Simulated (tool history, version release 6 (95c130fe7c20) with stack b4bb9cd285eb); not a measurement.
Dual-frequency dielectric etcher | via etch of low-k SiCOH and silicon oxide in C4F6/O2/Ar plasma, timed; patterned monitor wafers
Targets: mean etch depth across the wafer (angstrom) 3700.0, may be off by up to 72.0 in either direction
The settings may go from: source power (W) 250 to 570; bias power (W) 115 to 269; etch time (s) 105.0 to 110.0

run  hour  source power (W)  bias power (W)  etch time (s)  mean etch depth across the wafer (angstrom)
  1   0.0               410             192          105.0                                       3193.1
  2   4.1               410             192          105.0                                       3188.6
  3   5.4               410             192          110.0                                       3327.4
  4  13.4               410             206          110.0                                       3398.1
  5  16.0               420             208          110.0                                       3439.6
  6  21.6               430             210          110.0                                       3458.7
  7  29.1               440             212          110.0                                       3516.0
  8  35.9               450             213          110.0                                       3573.4
  9  37.8               450             214          110.0                                       3548.9

Exactly one of the 5 candidate moves below puts every result within its allowed miss. Which one?
  A  39.7               430             214          110.0                                            ?
  B  39.7               510             217          105.0                                            ?
  C  39.7               470             235          109.5                                            ?
  D  39.7               440             171          110.0                                            ?
  E  39.7               440             194          107.5                                            ?

move  mean etch depth across the wafer (angstrom)
   A                                       3500.4
   B                                       3556.6
   C                                       3688.1
   D                                       3321.1
   E                                       3355.9
A: lands further from the targets than the last run did
B: nearer the targets than the last run, but a result is still out of spec
C: every result lands within tolerance
D: lands further from the targets than the last run did
E: lands further from the targets than the last run did
Go with C: it meets all targets.
